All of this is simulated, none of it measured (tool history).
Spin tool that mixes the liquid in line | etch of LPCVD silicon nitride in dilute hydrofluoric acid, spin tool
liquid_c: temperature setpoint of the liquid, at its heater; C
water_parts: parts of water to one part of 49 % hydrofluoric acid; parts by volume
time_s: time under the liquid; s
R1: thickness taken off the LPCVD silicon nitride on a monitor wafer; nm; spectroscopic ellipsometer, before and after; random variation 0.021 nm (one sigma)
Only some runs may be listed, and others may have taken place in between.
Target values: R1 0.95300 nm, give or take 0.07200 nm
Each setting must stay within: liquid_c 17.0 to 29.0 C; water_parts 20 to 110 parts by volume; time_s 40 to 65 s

run 1 hour=0.0 | liquid_c=21.0 water_parts=60 time_s=65 | R1=0.38494
run 2 hour=5.9 | liquid_c=20.0 water_parts=60 time_s=65 | R1=0.35590
run 3 hour=9.6 | liquid_c=20.0 water_parts=75 time_s=65 | R1=0.29821
run 4 hour=17.1 | liquid_c=20.0 water_parts=75 time_s=40 | R1=0.17968
run 5 hour=17.8 | liquid_c=21.5 water_parts=65 time_s=40 | R1=0.23513
run 6 hour=23.8 | liquid_c=23.0 water_parts=55 time_s=45 | R1=0.33869
run 7 hour=26.9 | liquid_c=24.0 water_parts=50 time_s=50 | R1=0.44436
run 8 hour=29.7 | liquid_c=24.5 water_parts=45 time_s=50 | R1=0.51037
run 9 hour=31.2 | liquid_c=25.0 water_parts=40 time_s=50 | R1=0.60449
run 10 hour=34.4 | liquid_c=25.5 water_parts=35 time_s=50 | R1=0.68356
run 11 hour=35.9 | liquid_c=26.0 water_parts=35 time_s=50 | R1=0.74378
run 12 hour=42.8 | liquid_c=26.5 water_parts=35 time_s=50 | R1=0.74504
run 13 hour=43.8 | liquid_c=28.5 water_parts=25 time_s=55 | R1=1.33240
run 14 hour=52.1 | liquid_c=28.0 water_parts=25 time_s=55 | R1=1.22510
run 15 hour=55.3 | liquid_c=27.5 water_parts=25 time_s=55 | R1=1.22510
run 16 hour=60.2 | liquid_c=27.0 water_parts=25 time_s=55 | R1=1.17370
run 17 hour=68.4 | liquid_c=26.5 water_parts=25 time_s=55 | R1=1.11260
run 18 hour=74.2 | liquid_c=26.0 water_parts=25 time_s=55 | R1=1.10170
run 19 hour=78.2 | liquid_c=25.5 water_parts=25 time_s=55 | R1=1.08820

Which of these 5 next moves meets every target?
run A hour=82.2 | liquid_c=28.0 water_parts=25 time_s=60 | R1=?
run B hour=82.2 | liquid_c=27.5 water_parts=25 time_s=60 | R1=?
run C hour=82.2 | liquid_c=23.5 water_parts=20 time_s=55 | R1=?
run D hour=82.2 | liquid_c=25.0 water_parts=20 time_s=40 | R1=?
run E hour=82.2 | liquid_c=27.5 water_parts=30 time_s=65 | R1=?

move=A R1=1.39110
move=B R1=1.34560
move=C R1=1.16500
move=D R1=0.93881
move=E R1=1.22200
A: its largest miss is bigger than the last run's
B: its largest miss is bigger than the last run's
C: its largest miss is bigger than the last run's
D: every result lands within tolerance
E: its largest miss is bigger than the last run's
Correct choice: D, which meets every target
